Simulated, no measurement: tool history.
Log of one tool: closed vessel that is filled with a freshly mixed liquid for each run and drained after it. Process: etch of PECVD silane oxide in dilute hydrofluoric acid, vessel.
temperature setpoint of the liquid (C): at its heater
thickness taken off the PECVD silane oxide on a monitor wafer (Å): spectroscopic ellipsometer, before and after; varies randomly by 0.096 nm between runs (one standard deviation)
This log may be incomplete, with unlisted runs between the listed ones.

run  hour  temperature setpoint of the liquid (C)  parts of water to one part of 49 % hydrofluoric acid (parts by volume)  time in the liquid (s)  thickness taken off the PECVD silane oxide on a monitor wafer (Å)
  1     0                                      25                                                                     180                      30                                                             41.543
  2   2.9                                      25                                                                     215                      30                                                             34.268
  3    10                                      25                                                                     155                      30                                                             51.242
  4  11.1                                    26.5                                                                     140                      30                                                             60.578
  5  18.1                                      28                                                                     130                      30                                                             69.145
  6  24.6                                      29                                                                     125                      30                                                             75.499

Forecast run 7:
  7  28.4                                      30                                                                     120                      30                                                                  ?

Logged for run 7: thickness taken off the PECVD silane oxide on a monitor wafer (Å) 83.059.

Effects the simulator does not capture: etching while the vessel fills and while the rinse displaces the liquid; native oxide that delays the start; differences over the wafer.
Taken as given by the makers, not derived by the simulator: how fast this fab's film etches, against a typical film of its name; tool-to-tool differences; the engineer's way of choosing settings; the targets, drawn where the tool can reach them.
